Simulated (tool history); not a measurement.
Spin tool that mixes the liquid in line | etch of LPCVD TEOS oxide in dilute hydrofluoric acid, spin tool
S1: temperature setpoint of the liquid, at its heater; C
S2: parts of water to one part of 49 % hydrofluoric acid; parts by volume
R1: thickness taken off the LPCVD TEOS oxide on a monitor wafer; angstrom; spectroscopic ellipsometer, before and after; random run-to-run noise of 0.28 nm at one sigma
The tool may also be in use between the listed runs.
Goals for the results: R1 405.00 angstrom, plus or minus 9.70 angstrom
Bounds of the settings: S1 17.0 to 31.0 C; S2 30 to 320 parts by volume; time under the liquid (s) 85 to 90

run 1 day=0.000 | S1=23.0 S2=175 time_under_the_liquid_(s)=85 | R1=127.68
run 2 day=0.279 | S1=23.0 S2=120 time_under_the_liquid_(s)=85 | R1=196.74
run 3 day=0.342 | S1=23.0 S2=155 time_under_the_liquid_(s)=85 | R1=147.55
run 4 day=0.667 | S1=23.0 S2=195 time_under_the_liquid_(s)=85 | R1=111.04
run 5 day=0.746 | S1=23.0 S2=195 time_under_the_liquid_(s)=90 | R1=119.69
run 6 day=1.058 | S1=23.0 S2=250 time_under_the_liquid_(s)=90 | R1=87.63
run 7 day=1.129 | S1=25.0 S2=195 time_under_the_liquid_(s)=90 | R1=127.97
run 8 day=1.408 | S1=26.5 S2=150 time_under_the_liquid_(s)=90 | R1=184.06
run 9 day=1.496 | S1=27.5 S2=120 time_under_the_liquid_(s)=90 | R1=248.88
run 10 day=1.850 | S1=28.5 S2=105 time_under_the_liquid_(s)=90 | R1=299.43
run 11 day=2.054 | S1=29.0 S2=100 time_under_the_liquid_(s)=90 | R1=323.38
run 12 day=2.250 | S1=29.5 S2=95 time_under_the_liquid_(s)=90 | R1=351.73
run 13 day=2.417 | S1=30.0 S2=95 time_under_the_liquid_(s)=90 | R1=356.94
run 14 day=2.633 | S1=30.5 S2=90 time_under_the_liquid_(s)=90 | R1=384.74
run 15 day=2.792 | S1=31.0 S2=90 time_under_the_liquid_(s)=90 | R1=390.82
run 16 day=3.012 | S1=31.0 S2=85 time_under_the_liquid_(s)=90 | R1=417.56
run 17 day=3.204 | S1=31.0 S2=85 time_under_the_liquid_(s)=90 | R1=414.62

Below are 4 possible settings for the next run. Only one of them brings all results inside the allowed miss of their targets. Which is it?
run A day=3.396 | S1=29.5 S2=75 time_under_the_liquid_(s)=85 | R1=?
run B day=3.396 | S1=29.0 S2=75 time_under_the_liquid_(s)=85 | R1=?
run C day=3.396 | S1=28.5 S2=80 time_under_the_liquid_(s)=90 | R1=?
run D day=3.396 | S1=28.5 S2=75 time_under_the_liquid_(s)=90 | R1=?

move=A R1=431.58
move=B R1=423.33
move=C R1=409.25
move=D R1=439.63
A: the biggest miss grows against the last run
B: the biggest miss grows against the last run
C: every result lands within tolerance
D: the biggest miss grows against the last run
Answer: C

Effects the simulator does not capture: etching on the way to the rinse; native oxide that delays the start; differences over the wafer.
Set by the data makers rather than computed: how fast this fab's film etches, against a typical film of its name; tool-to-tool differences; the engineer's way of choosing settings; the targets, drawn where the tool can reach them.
